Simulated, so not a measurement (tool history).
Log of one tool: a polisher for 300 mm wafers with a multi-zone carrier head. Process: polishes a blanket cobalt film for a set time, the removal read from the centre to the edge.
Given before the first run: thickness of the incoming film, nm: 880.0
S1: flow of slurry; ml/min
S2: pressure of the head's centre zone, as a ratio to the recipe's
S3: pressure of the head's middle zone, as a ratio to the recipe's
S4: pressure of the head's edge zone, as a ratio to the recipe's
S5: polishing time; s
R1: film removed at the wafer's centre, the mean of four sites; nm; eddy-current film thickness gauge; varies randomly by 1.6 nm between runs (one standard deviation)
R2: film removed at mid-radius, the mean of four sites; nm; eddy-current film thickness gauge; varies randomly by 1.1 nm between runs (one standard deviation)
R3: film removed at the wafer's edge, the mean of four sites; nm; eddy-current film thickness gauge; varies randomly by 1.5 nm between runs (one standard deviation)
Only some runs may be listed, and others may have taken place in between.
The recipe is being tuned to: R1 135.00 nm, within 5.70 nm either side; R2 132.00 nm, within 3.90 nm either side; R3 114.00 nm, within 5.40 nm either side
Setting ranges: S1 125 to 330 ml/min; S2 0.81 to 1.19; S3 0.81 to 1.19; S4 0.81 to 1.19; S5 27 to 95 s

run	hour	S1	S2	S3	S4	S5	R1	R2	R3
1	0.0	210	1.00	1.00	1.00	61	196.17	199.71	196.46
2	2.5	210	1.00	1.04	1.00	61	197.57	204.74	192.97
3	4.3	210	0.94	1.04	1.00	61	184.62	205.31	195.94
4	5.1	210	0.97	1.04	0.97	55	174.20	185.46	179.24
5	7.9	240	0.97	1.04	0.97	55	176.51	186.77	173.69
6	15.8	255	0.98	1.04	0.95	50	167.52	174.79	159.42
7	17.2	270	0.99	1.04	0.94	46	153.62	159.92	151.46
8	18.0	210	1.06	1.04	0.84	36	122.56	121.78	108.57

Which single option among these 4 for the next run brings every result within its allowed miss of target? Just one does.
A	18.8	195	1.12	0.97	0.91	38	?	?	?
B	18.8	125	1.12	0.88	0.87	45	?	?	?
C	18.8	150	1.09	1.07	0.81	40	?	?	?
D	18.8	215	1.10	0.96	0.88	41	?	?	?

move	R1	R2	R3
A	139.96	121.70	117.60
B	152.42	124.19	129.72
C	137.09	132.93	114.50
D	150.44	131.98	126.36
A: as far off as the last run
B: misses by more than the last run did
C: each result inside its tolerance
D: the worst result of the last run now meets its target, but another is out of spec
Correct choice: C, which meets every target

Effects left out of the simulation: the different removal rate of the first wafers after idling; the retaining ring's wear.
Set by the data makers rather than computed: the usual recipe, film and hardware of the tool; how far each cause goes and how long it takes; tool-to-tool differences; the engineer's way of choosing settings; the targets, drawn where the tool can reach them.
